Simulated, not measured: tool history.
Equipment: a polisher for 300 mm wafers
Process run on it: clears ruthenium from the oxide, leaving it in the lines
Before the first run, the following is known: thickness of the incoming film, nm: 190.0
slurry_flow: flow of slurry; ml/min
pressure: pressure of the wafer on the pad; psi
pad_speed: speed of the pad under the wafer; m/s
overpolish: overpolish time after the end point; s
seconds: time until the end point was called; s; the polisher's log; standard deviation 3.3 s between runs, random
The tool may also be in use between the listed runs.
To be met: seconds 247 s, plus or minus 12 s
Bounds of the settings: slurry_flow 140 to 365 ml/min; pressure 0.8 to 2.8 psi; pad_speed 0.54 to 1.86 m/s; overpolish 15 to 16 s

run	hour	slurry_flow	pressure	pad_speed	overpolish	seconds
1	0	235	1.8	1.18	15	164.24
2	5.9	290	1.8	1.18	15	159.51
3	10.9	290	1.7	1.18	15	170.6
4	18.5	290	1.7	1.18	16	165.65
5	27.2	290	1.7	1.18	15	168.49
6	30.2	290	1.7	0.94	15	207.63
7	32.5	290	1.5	0.94	15	223.44
8	40.4	290	1.4	0.94	15	232.76

Consider the 5 candidate settings below. Which is the only one whose results all fall within their allowed miss of target?
A	48.3	325	1.7	0.92	16	?
B	48.3	305	1.3	1.04	15	?
C	48.3	255	1.3	1.1	16	?
D	48.3	285	1.5	0.94	15	?
E	48.3	260	1.1	1.04	16	?

move	seconds
A	207.33
B	215.84
C	207.53
D	220.92
E	238.51
A: further off than the last run
B: further off than the last run
C: further off than the last run
D: further off than the last run
E: all results in spec
E is the move that brings every result within its allowed miss.
